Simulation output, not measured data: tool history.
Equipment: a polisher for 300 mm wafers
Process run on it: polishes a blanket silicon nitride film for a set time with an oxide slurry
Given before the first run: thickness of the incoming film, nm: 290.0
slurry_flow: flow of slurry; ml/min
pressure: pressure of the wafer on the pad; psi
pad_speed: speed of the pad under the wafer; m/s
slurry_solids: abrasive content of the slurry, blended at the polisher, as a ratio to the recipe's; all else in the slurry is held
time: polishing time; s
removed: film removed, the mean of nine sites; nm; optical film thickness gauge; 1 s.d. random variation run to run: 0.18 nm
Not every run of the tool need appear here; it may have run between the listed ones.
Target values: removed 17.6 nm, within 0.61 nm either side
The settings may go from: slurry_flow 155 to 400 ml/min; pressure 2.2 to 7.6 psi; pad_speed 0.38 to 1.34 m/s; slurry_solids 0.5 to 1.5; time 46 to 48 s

run	hour	slurry_flow	pressure	pad_speed	slurry_solids	time	removed
1	0	255	4.9	0.86	1	46	31.29
2	4.3	290	4.9	0.86	1	46	31.232
3	6.1	290	4.5	0.86	1	46	28.442
4	8.4	290	4.2	0.86	1	46	27.054
5	11.9	290	4.2	0.86	1	46	27.114
6	13.4	290	3.9	0.86	1	46	24.958
7	20	290	3.7	0.86	1	46	23.756
8	28.3	290	3.5	0.86	1	46	22.886
9	31.8	285	2.2	0.84	1	46	14.253
10	35.4	295	2.3	0.84	1	46	14.732
11	39.3	295	2.4	0.84	1	46	15.683
12	40.1	305	2.4	0.84	1	46	15.823
13	43.8	315	2.4	0.84	1	46	15.914
14	45.2	320	2.4	0.84	1	46	15.421
15	51.8	320	2.5	0.84	1	46	16.187
16	60	325	2.9	0.84	1	46	18.641
17	61.2	320	2.9	0.84	1	46	18.494
18	69.2	315	2.9	0.84	1	46	18.569
19	74.7	310	2.9	0.84	1	46	18.904
20	79.6	305	2.9	0.84	1	46	18.23

4 candidate next runs follow, results not yet known. Just one meets every target within its allowed miss. Identify it.
A	84.5	320	3.6	0.64	1.1	46	?
B	84.5	255	2.8	0.84	1	46	?
C	84.5	315	3.9	0.56	1.1	47	?
D	84.5	300	2.4	0.96	1.2	46	?

move	removed
A	19.303
B	17.571
C	19.115
D	18.809
A: moves away from the targets compared with the last run
B: every result lands within tolerance
C: moves away from the targets compared with the last run
D: moves away from the targets compared with the last run
Correct choice: B, which meets every target
